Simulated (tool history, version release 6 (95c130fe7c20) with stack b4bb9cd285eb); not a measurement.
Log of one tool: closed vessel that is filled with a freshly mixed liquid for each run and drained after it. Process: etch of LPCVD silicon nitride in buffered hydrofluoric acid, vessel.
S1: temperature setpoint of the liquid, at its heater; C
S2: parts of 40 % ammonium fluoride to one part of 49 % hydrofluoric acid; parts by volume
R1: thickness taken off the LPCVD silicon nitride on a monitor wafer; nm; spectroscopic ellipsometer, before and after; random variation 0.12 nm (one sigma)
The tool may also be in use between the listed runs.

run 1 hour=0 | S1=23 S2=17 time_in_the_liquid_(s)=1720 | R1=13.06
run 2 hour=4.7 | S1=23 S2=17 time_in_the_liquid_(s)=1835 | R1=14.105
run 3 hour=10.4 | S1=23.5 S2=17 time_in_the_liquid_(s)=1835 | R1=14.52
run 4 hour=18 | S1=24 S2=17 time_in_the_liquid_(s)=1835 | R1=14.779
run 5 hour=26.3 | S1=24 S2=21 time_in_the_liquid_(s)=1835 | R1=12.007
run 6 hour=30.9 | S1=25.5 S2=21 time_in_the_liquid_(s)=1835 | R1=13.177
run 7 hour=32.2 | S1=26 S2=21 time_in_the_liquid_(s)=1835 | R1=13.435

The next listed run, before its measurement:
run 8 hour=41.5 | S1=26.5 S2=21 time_in_the_liquid_(s)=1835 | R1=?

Run 8 gave R1 14.101 nm.

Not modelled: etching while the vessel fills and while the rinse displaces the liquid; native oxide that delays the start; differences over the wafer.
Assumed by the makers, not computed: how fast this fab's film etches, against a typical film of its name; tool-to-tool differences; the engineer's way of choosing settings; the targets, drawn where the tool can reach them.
